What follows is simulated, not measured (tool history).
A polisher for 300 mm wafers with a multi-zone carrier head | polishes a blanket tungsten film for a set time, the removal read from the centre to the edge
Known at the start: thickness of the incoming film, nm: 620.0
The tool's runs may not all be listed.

run,hour,flow of slurry (ml/min),pressure of the head's centre zone,pressure of the head's middle zone,pressure of the head's edge zone,abrasive content of the slurry,polishing time (s),film removed at the wafer's centre (angstrom),film removed at mid-radius (angstrom),film removed at the wafer's edge (angstrom)
1,0.0,140,1.00,1.00,1.00,1.00,39,1805.7,1861.7,1782.3
2,7.1,140,1.00,1.00,1.00,1.00,44,2032.6,2094.2,2005.4
3,14.4,165,1.00,1.00,1.00,1.00,44,2099.8,2172.4,2057.7
4,22.2,165,1.00,1.00,1.08,1.00,44,2111.8,2182.5,2144.1
# hour 26.3: slurry nozzle cleaned
5,26.3,165,1.00,1.00,1.11,1.00,44,2194.9,2246.8,2245.2
6,26.9,160,0.99,0.99,1.08,0.95,43,2120.0,2184.1,2120.4
7,32.8,155,0.99,0.99,1.05,1.00,41,2000.1,2048.6,2018.9
8,37.7,150,0.98,0.97,1.03,0.95,39,1868.6,1899.8,1869.2

Estimate the outcome of run 9 from the log above:
9,41.2,145,0.97,0.96,1.01,0.90,38,?,?,?

For run 9 the tool returned film removed at the wafer's centre (angstrom) 1783.5, film removed at mid-radius (angstrom) 1805.1, film removed at the wafer's edge (angstrom) 1794.7.
